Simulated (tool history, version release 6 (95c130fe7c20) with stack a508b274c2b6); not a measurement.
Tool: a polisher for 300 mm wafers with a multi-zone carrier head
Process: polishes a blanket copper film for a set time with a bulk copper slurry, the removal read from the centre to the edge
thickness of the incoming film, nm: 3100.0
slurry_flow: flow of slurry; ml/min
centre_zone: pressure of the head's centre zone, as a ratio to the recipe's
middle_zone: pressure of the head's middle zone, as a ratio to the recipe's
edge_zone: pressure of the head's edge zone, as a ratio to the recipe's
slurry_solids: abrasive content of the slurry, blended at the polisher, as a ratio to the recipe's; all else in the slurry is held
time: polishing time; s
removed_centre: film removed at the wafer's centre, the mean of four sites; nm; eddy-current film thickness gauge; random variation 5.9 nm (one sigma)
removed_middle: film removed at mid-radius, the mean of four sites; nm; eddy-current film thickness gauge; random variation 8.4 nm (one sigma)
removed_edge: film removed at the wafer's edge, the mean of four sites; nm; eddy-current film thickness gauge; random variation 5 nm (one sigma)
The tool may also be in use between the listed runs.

run	hour	slurry_flow	centre_zone	middle_zone	edge_zone	slurry_solids	time	removed_centre	removed_middle	removed_edge
1	0.0	215	1.00	1.00	1.00	1.00	69	639.98	668.24	633.25
2	2.8	225	1.01	1.01	1.03	1.05	69	669.66	672.96	652.29
3	8.6	230	1.01	1.03	1.05	1.10	69	671.84	718.13	662.76
4	11.2	190	1.01	1.03	1.05	1.10	69	655.96	682.39	648.00
5	14.5	190	0.94	1.03	1.05	1.10	69	602.58	679.87	644.90
6	22.3	205	0.96	1.03	1.07	1.10	69	619.93	692.33	655.11
7	30.7	220	0.97	1.03	1.09	1.10	69	635.64	695.27	670.28
8	37.3	230	0.98	1.03	1.10	1.10	69	646.59	716.86	673.80
9	42.5	240	0.99	1.03	1.11	1.10	69	658.42	693.67	676.95
10	45.3	245	1.00	1.04	1.12	1.15	69	679.80	717.11	691.04
11	48.0	255	1.00	1.05	1.13	1.15	69	693.67	726.14	699.95

Forecast run 12:
12	55.5	265	1.00	1.06	1.14	1.15	69	?	?	?

{"run 12": {"removed_centre": 683.35, "removed_middle": 724.31, "removed_edge": 708.82}}
